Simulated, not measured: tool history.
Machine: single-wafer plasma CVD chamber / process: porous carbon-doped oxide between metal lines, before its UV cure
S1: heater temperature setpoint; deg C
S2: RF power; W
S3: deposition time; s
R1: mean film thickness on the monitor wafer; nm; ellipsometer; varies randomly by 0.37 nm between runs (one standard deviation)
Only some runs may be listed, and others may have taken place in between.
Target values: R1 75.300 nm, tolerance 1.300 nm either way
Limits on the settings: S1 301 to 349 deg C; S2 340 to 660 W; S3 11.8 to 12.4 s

{"run": 1, "day": 0.0, "S1": 325, "S2": 500, "S3": 12.4, "R1": 57.54}
{"run": 2, "day": 0.246, "S1": 325, "S2": 500, "S3": 12.4, "R1": 57.897}
{"run": 3, "day": 0.604, "S1": 322, "S2": 515, "S3": 12.4, "R1": 59.172}
{"run": 4, "day": 0.925, "S1": 319, "S2": 535, "S3": 12.4, "R1": 61.999}
{"day": 1.046, "done": "thermocouple changed; heater temperature recalibrated"}
{"run": 5, "day": 1.046, "S1": 314, "S2": 535, "S3": 12.4, "R1": 64.415}
{"run": 6, "day": 1.067, "S1": 312, "S2": 545, "S3": 12.4, "R1": 66.332}
{"run": 7, "day": 1.438, "S1": 311, "S2": 550, "S3": 12.4, "R1": 67.344}
{"run": 8, "day": 1.488, "S1": 310, "S2": 555, "S3": 12.4, "R1": 68.313}
{"run": 9, "day": 1.788, "S1": 309, "S2": 560, "S3": 12.4, "R1": 68.078}
{"run": 10, "day": 2.033, "S1": 308, "S2": 565, "S3": 12.4, "R1": 69.641}
{"run": 11, "day": 2.338, "S1": 307, "S2": 570, "S3": 12.4, "R1": 70.826}
{"run": 12, "day": 2.667, "S1": 306, "S2": 575, "S3": 12.4, "R1": 71.014}
{"run": 13, "day": 2.754, "S1": 301, "S2": 615, "S3": 12.4, "R1": 77.006}

Consider the 5 candidate settings below. Which is the only one whose results all fall within their allowed miss of target?
{"run": "A", "day": 2.842, "S1": 303, "S2": 660, "S3": 12.4, "R1": "?"}
{"run": "B", "day": 2.842, "S1": 301, "S2": 595, "S3": 12.4, "R1": "?"}
{"run": "C", "day": 2.842, "S1": 301, "S2": 645, "S3": 12.4, "R1": "?"}
{"run": "D", "day": 2.842, "S1": 301, "S2": 625, "S3": 12.4, "R1": "?"}
{"run": "E", "day": 2.842, "S1": 301, "S2": 635, "S3": 12.4, "R1": "?"}

move=A R1=79.991
move=B R1=74.476
move=C R1=79.352
move=D R1=77.436
move=E R1=78.397
A: moves away from the targets compared with the last run
B: all results land within tolerance of their targets
C: moves away from the targets compared with the last run
D: moves away from the targets compared with the last run
E: moves away from the targets compared with the last run
So the answer is move B, the one that meets all the targets.
